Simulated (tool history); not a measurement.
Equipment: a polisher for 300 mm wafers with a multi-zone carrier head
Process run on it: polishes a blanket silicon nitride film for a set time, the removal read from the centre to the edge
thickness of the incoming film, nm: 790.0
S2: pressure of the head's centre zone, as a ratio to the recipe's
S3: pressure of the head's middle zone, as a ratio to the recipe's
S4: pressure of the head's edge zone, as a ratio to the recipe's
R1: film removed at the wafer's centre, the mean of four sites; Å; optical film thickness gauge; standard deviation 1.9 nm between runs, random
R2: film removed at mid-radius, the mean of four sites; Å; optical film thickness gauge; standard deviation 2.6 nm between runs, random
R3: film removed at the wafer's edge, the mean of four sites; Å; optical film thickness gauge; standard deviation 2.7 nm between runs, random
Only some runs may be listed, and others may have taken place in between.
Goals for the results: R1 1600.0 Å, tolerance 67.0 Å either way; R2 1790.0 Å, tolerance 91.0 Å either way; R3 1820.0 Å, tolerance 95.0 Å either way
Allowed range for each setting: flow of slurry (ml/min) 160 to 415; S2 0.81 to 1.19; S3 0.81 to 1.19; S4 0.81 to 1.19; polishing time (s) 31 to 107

Run 1, hour 0.0: flow of slurry (ml/min) 265, S2 1.00, S3 1.00, S4 1.00, polishing time (s) 69. Result: R1 1180.8 Å, R2 1199.8 Å, R3 1222.5 Å.
Run 2, hour 6.1: flow of slurry (ml/min) 265, S2 0.99, S3 1.01, S4 1.02, polishing time (s) 73. Result: R1 1271.5 Å, R2 1310.9 Å, R3 1302.3 Å.
Run 3, hour 14.8: flow of slurry (ml/min) 265, S2 0.94, S3 1.01, S4 1.02, polishing time (s) 73. Result: R1 1188.1 Å, R2 1325.7 Å, R3 1309.7 Å.
Run 4, hour 19.8: flow of slurry (ml/min) 265, S2 0.94, S3 1.01, S4 1.04, polishing time (s) 77. Result: R1 1240.7 Å, R2 1373.2 Å, R3 1408.1 Å.
Run 5, hour 23.4: flow of slurry (ml/min) 265, S2 0.95, S3 1.02, S4 1.05, polishing time (s) 80. Result: R1 1312.6 Å, R2 1418.3 Å, R3 1513.5 Å.
Run 6, hour 29.7: flow of slurry (ml/min) 325, S2 0.95, S3 1.02, S4 1.05, polishing time (s) 80. Result: R1 1323.7 Å, R2 1507.7 Å, R3 1467.1 Å.
Run 7, hour 30.8: flow of slurry (ml/min) 320, S2 0.96, S3 1.03, S4 1.06, polishing time (s) 82. Result: R1 1387.1 Å, R2 1547.1 Å, R3 1508.9 Å.
Run 8, hour 33.5: flow of slurry (ml/min) 315, S2 0.96, S3 1.04, S4 1.07, polishing time (s) 84. Result: R1 1382.6 Å, R2 1525.9 Å, R3 1533.2 Å.
Run 9, hour 41.9: flow of slurry (ml/min) 320, S2 0.96, S3 1.03, S4 1.07, polishing time (s) 86. Result: R1 1463.3 Å, R2 1580.8 Å, R3 1585.4 Å.

Below are 4 possible settings for the next run. Only one of them brings all results inside the allowed miss of their targets. Which is it?
Run A, hour 50.3: flow of slurry (ml/min) 365, S2 0.95, S3 1.06, S4 1.10, polishing time (s) 94. Result: R1 ?, R2 ?, R3 ?.
Run B, hour 50.3: flow of slurry (ml/min) 350, S2 0.89, S3 1.08, S4 1.04, polishing time (s) 88. Result: R1 ?, R2 ?, R3 ?.
Run C, hour 50.3: flow of slurry (ml/min) 415, S2 1.09, S3 1.19, S4 0.91, polishing time (s) 78. Result: R1 ?, R2 ?, R3 ?.
Run D, hour 50.3: flow of slurry (ml/min) 160, S2 1.04, S3 0.81, S4 1.19, polishing time (s) 107. Result: R1 ?, R2 ?, R3 ?.

move      R1      R2      R3
   A  1585.3  1803.5  1759.6
   B  1384.4  1710.1  1602.3
   C  1529.0  1668.6  1355.3
   D  1733.5  1460.3  1910.6
A: meets every target
B: moves away from the targets compared with the last run
C: moves away from the targets compared with the last run
D: gets the furthest-off result to its target, but another result is out of tolerance
Answer: A
